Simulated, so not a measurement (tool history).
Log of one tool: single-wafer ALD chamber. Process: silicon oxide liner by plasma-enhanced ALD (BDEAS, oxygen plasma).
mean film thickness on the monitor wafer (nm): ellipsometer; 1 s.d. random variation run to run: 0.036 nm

run,hour,heater temperature setpoint (deg C),number of ALD cycles (cycles),mean film thickness on the monitor wafer (nm)
1,0.0,325,65,5.9961
2,5.0,336,65,5.8859
3,10.7,336,58,5.2352
4,12.3,343,58,5.1941
5,13.3,349,58,5.0994
6,15.4,349,62,5.5173

Run 7, settings as shown, results not yet in. Your forecast:
7,17.3,348,66,?

mean film thickness on the monitor wafer (nm): 5.8621
